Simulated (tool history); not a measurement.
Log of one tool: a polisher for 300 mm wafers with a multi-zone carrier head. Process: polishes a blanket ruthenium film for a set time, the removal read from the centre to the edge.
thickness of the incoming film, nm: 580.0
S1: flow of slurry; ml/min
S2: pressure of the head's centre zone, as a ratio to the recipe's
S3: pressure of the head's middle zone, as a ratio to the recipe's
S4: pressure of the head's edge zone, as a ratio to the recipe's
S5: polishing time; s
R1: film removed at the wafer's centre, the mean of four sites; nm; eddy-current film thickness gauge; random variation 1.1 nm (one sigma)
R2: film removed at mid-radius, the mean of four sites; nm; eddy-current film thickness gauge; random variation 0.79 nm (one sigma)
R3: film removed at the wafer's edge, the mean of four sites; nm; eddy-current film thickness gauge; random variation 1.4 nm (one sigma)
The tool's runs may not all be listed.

run,hour,S1,S2,S3,S4,S5,R1,R2,R3
1,0.0,165,1.00,1.00,1.00,58,74.257,74.097,74.843
2,4.5,165,0.95,1.00,1.00,58,70.560,73.064,73.955
3,8.0,175,0.94,1.05,1.05,61,73.636,82.127,79.500
4,14.8,175,0.94,1.05,0.99,61,74.689,82.213,78.966
5,18.4,175,0.94,1.05,0.99,56,68.715,74.912,71.192
6,22.6,200,0.94,1.05,0.99,56,67.717,76.035,73.585
7,25.0,215,0.95,1.07,1.01,59,74.455,83.068,77.977

Run 8 comes next. What will it give?
8,28.8,220,0.93,1.07,1.04,62,?,?,?

{"run 8": {"R1": 76.636, "R2": 87.708, "R3": 81.921}}
